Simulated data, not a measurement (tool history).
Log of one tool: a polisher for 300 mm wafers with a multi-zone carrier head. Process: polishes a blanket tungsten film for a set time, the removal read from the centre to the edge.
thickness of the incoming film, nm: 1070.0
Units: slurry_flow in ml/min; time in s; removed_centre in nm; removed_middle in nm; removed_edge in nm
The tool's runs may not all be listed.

run 1 hour=0.0 | slurry_flow=190 centre_zone=1.00 middle_zone=1.00 edge_zone=1.00 slurry_solids=1.00 time=76 | removed_centre=342.93 removed_middle=339.28 removed_edge=340.89
run 2 hour=5.9 | slurry_flow=190 centre_zone=0.95 middle_zone=1.00 edge_zone=1.00 slurry_solids=1.00 time=76 | removed_centre=330.49 removed_middle=336.37 removed_edge=341.68
run 3 hour=10.2 | slurry_flow=195 centre_zone=0.94 middle_zone=1.05 edge_zone=1.02 slurry_solids=1.15 time=80 | removed_centre=360.40 removed_middle=389.80 removed_edge=377.51
run 4 hour=13.1 | slurry_flow=170 centre_zone=0.94 middle_zone=1.05 edge_zone=1.02 slurry_solids=1.15 time=80 | removed_centre=345.84 removed_middle=378.20 removed_edge=367.97
run 5 hour=20.8 | slurry_flow=190 centre_zone=0.94 middle_zone=1.09 edge_zone=1.05 slurry_solids=1.25 time=82 | removed_centre=367.13 removed_middle=414.34 removed_edge=400.23
run 6 hour=25.1 | slurry_flow=190 centre_zone=0.94 middle_zone=1.14 edge_zone=1.05 slurry_solids=1.25 time=82 | removed_centre=376.11 removed_middle=430.72 removed_edge=401.61
run 7 hour=31.8 | slurry_flow=235 centre_zone=0.89 middle_zone=1.19 edge_zone=1.05 slurry_solids=1.50 time=91 | removed_centre=419.59 removed_middle=535.97 removed_edge=471.03

Forecast run 8:
run 8 hour=38.5 | slurry_flow=235 centre_zone=0.90 middle_zone=1.19 edge_zone=1.05 slurry_solids=1.50 time=91 | removed_centre=? removed_middle=? removed_edge=?

removed_centre: 427.57 nm
removed_middle: 545.18 nm
removed_edge: 473.48 nm
